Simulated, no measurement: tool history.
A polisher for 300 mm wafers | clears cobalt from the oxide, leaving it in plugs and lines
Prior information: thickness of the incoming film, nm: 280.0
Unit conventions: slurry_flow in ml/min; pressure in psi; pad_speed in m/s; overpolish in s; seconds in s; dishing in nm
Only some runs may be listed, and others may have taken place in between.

Run 1, hour 0: slurry_flow 275 ml/min, pressure 2.5 psi, pad_speed 0.86 m/s, overpolish 11 s. Result: seconds 43.379 s, dishing 45.975 nm.
Run 2, hour 4: slurry_flow 275 ml/min, pressure 2.7 psi, pad_speed 0.86 m/s, overpolish 11 s. Result: seconds 40.653 s, dishing 47.376 nm.
Run 3, hour 6.1: slurry_flow 275 ml/min, pressure 2.8 psi, pad_speed 0.86 m/s, overpolish 12 s. Result: seconds 40.272 s, dishing 50.882 nm.
Run 4, hour 10.7: slurry_flow 320 ml/min, pressure 2.8 psi, pad_speed 0.86 m/s, overpolish 12 s. Result: seconds 38.372 s, dishing 51.54 nm.
Run 5, hour 18.3: slurry_flow 320 ml/min, pressure 2.9 psi, pad_speed 0.86 m/s, overpolish 12 s. Result: seconds 36.87 s, dishing 51.619 nm.
Run 6, hour 22.7: slurry_flow 390 ml/min, pressure 2.9 psi, pad_speed 0.86 m/s, overpolish 12 s. Result: seconds 37.152 s, dishing 51.783 nm.

What will run 7 give?
Run 7, hour 24: slurry_flow 390 ml/min, pressure 3 psi, pad_speed 0.86 m/s, overpolish 12 s. Result: seconds ?, dishing ?.

{"run 7": {"seconds": 37.279, "dishing": 52.224}}
